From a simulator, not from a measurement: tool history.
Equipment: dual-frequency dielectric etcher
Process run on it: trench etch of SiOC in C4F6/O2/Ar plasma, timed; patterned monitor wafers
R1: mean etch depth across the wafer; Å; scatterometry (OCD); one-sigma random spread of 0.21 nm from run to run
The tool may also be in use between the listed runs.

{"run": 1, "hour": 0.0, "source power (W)": 420, "bias power (W)": 171, "etch time (s)": 13.5, "R1": 270.12}
{"run": 2, "hour": 6.4, "source power (W)": 460, "bias power (W)": 179, "etch time (s)": 13.5, "R1": 285.19}
{"run": 3, "hour": 13.4, "source power (W)": 490, "bias power (W)": 183, "etch time (s)": 13.5, "R1": 298.34}
{"run": 4, "hour": 20.5, "source power (W)": 510, "bias power (W)": 185, "etch time (s)": 13.5, "R1": 303.42}
{"run": 5, "hour": 28.2, "source power (W)": 450, "bias power (W)": 185, "etch time (s)": 13.5, "R1": 286.25}
{"run": 6, "hour": 33.3, "source power (W)": 480, "bias power (W)": 188, "etch time (s)": 13.5, "R1": 297.56}

What will run 7 give?
{"run": 7, "hour": 34.6, "source power (W)": 500, "bias power (W)": 190, "etch time (s)": 13.5, "R1": "?"}

Run 7 gave R1 301.92 Å.

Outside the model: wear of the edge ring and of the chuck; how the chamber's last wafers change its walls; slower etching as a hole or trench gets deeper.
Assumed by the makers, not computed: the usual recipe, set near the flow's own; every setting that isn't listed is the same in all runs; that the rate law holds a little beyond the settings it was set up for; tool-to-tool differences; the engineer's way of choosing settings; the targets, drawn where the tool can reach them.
